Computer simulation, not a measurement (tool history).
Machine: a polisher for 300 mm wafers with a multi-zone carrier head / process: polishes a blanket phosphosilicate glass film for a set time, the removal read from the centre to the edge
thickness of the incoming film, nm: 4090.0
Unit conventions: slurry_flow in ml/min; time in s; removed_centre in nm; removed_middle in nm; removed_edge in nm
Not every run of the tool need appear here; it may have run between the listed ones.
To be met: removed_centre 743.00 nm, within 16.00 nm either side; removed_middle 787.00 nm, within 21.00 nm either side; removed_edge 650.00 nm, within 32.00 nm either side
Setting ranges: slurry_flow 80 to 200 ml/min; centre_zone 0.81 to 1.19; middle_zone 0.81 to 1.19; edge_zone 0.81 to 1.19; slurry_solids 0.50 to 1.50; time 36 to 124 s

run	hour	slurry_flow	centre_zone	middle_zone	edge_zone	slurry_solids	time	removed_centre	removed_middle	removed_edge
1	0.0	130	1.00	1.00	1.00	1.00	79	689.31	685.73	676.51
2	3.0	105	1.00	1.00	1.00	1.00	79	648.40	646.35	651.84
3	5.1	110	1.00	1.01	0.98	1.00	79	656.22	657.22	640.54
4	8.4	110	1.00	1.01	1.02	1.00	79	646.65	660.91	656.87
5	14.8	115	1.00	1.02	1.01	1.00	79	665.57	677.79	648.31
6	22.8	105	1.00	1.02	1.01	1.00	79	650.46	662.12	654.56
7	30.0	110	1.00	1.03	1.00	1.00	79	659.73	678.46	667.39
8	31.2	145	1.07	1.13	0.90	0.80	79	689.41	719.08	603.86
9	34.8	150	1.07	1.13	0.90	0.80	79	700.08	725.76	614.38
10	38.1	150	1.07	1.13	0.90	0.80	79	700.55	723.54	604.41
11	39.3	155	1.07	1.13	0.91	0.80	79	699.94	731.97	614.25
12	40.5	160	1.07	1.13	0.91	0.80	79	704.95	729.86	636.13
13	44.4	165	1.07	1.14	0.90	0.80	79	705.51	732.98	618.12

Exactly one of the 4 candidate moves below puts every result within its allowed miss. Which one?
A	48.3	180	1.04	1.19	0.87	0.80	84	?	?	?
B	48.3	200	1.02	1.19	0.88	0.85	82	?	?	?
C	48.3	150	1.11	1.18	0.96	0.90	80	?	?	?
D	48.3	110	0.98	1.19	0.91	0.70	91	?	?	?

move	removed_centre	removed_middle	removed_edge
A	747.50	837.44	652.29
B	743.94	844.39	658.38
C	748.04	793.96	657.72
D	672.79	798.09	651.52
A: takes the result that was furthest off past its target
B: takes the result that was furthest off past its target
C: every result lands within tolerance
D: the furthest-off result lands on target, but another misses its tolerance
Correct choice: C, which meets every target
